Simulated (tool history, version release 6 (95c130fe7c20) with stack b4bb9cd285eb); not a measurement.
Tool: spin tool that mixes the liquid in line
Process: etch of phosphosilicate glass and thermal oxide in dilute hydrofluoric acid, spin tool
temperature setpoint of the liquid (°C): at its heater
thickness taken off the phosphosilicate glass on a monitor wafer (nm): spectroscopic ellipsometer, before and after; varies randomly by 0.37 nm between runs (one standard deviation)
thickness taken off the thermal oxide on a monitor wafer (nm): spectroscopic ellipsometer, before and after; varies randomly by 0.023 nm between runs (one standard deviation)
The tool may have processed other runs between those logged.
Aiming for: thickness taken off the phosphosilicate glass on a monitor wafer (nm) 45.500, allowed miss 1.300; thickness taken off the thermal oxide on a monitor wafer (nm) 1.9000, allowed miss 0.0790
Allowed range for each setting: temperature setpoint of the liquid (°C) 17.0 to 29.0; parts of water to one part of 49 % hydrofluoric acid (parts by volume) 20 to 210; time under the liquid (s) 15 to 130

run    day  temperature setpoint of the liquid (°C)  parts of water to one part of 49 % hydrofluoric acid (parts by volume)  time under the liquid (s)  thickness taken off the phosphosilicate glass on a monitor wafer (nm)  thickness taken off the thermal oxide on a monitor wafer (nm)
  1  0.000                                     21.0                                                                     115                         65                                                                 61.383                                                         2.4962
  2  0.171                                     21.0                                                                      85                         65                                                                 84.862                                                         3.4777
  3  0.362                                     20.0                                                                      95                         65                                                                 71.207                                                         2.9734
  4  0.529                                     19.5                                                                     105                         65                                                                 63.095                                                         2.6335
  5  0.821                                     19.5                                                                      60                         65                                                                117.810                                                         4.7756
  6  1.058                                     19.0                                                                      80                         65                                                                 83.234                                                         3.4073
  7  1.254                                     18.5                                                                      90                         65                                                                 72.498                                                         3.0182
  8  1.388                                     17.0                                                                     135                         65                                                                 43.213                                                         1.7778
  9  1.438                                     17.5                                                                     135                         65                                                                 43.703                                                         1.8626

Which of these 4 next moves meets every target?
  A  1.488                                     17.5                                                                     140                         75                                                                      ?                                                              ?
  B  1.488                                     22.5                                                                     130                         50                                                                      ?                                                              ?
  C  1.488                                     17.5                                                                     165                         85                                                                      ?                                                              ?
  D  1.488                                     17.0                                                                     190                         95                                                                      ?                                                              ?

move  thickness taken off the phosphosilicate glass on a monitor wafer (nm)  thickness taken off the thermal oxide on a monitor wafer (nm)
   A                                                                 48.283                                                         2.0484
   B                                                                 42.829                                                         1.8170
   C                                                                 45.308                                                         1.9222
   D                                                                 42.094                                                         1.7858
A: takes the biggest miss from the last run beyond its target
B: further off than the last run
C: meets every target
D: further off than the last run
Correct choice: C, which meets every target
